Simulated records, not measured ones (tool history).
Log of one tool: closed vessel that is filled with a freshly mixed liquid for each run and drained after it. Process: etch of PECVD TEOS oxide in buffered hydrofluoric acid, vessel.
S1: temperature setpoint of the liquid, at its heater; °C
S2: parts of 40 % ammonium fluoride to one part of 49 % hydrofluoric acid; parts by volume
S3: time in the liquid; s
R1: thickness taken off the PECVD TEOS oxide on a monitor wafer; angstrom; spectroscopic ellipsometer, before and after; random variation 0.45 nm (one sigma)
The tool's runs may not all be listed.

run  hour    S1   S2  S3       R1
  1   0.0  22.0  8.5  85  1404.90
  2   7.4  18.5  8.5  85  1161.30
  3  14.0  18.0  8.5  85  1136.10
  4  17.0  17.5  9.0  85  1027.90
  5  23.2  17.0  9.0  85   996.68
  6  25.4  17.0  7.0  85  1316.10

The next listed run, before its measurement:
  7  32.4  17.0  7.0  85   ?

Run 7 gave R1 1309.00 angstrom.

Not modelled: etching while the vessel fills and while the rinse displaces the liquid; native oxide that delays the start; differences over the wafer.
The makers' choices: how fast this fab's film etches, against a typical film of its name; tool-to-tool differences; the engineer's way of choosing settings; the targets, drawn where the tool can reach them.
